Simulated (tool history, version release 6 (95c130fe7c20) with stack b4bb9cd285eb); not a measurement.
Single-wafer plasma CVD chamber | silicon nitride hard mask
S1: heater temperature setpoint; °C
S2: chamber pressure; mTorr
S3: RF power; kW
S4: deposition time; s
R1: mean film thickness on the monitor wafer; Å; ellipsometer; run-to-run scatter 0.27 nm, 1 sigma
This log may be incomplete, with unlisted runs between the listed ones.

{"run": 1, "hour": 0.0, "S1": 415, "S2": 1690, "S3": 0.375, "S4": 51.3, "R1": 700.36}
{"run": 2, "hour": 3.3, "S1": 419, "S2": 1690, "S3": 0.375, "S4": 51.3, "R1": 697.52}
{"run": 3, "hour": 10.2, "S1": 419, "S2": 1690, "S3": 0.375, "S4": 51.3, "R1": 702.2}
{"run": 4, "hour": 11.7, "S1": 419, "S2": 1410, "S3": 0.375, "S4": 51.3, "R1": 667.72}
{"run": 5, "hour": 17.4, "S1": 419, "S2": 1390, "S3": 0.375, "S4": 51.3, "R1": 666.7}
{"run": 6, "hour": 20.2, "S1": 419, "S2": 1390, "S3": 0.35, "S4": 51.3, "R1": 641.18}

Run 7, settings as shown, results not yet in. Your forecast:
{"run": 7, "hour": 24.5, "S1": 419, "S2": 1430, "S3": 0.35, "S4": 51.3, "R1": "?"}

Run 7 yielded R1 644.72 Å.
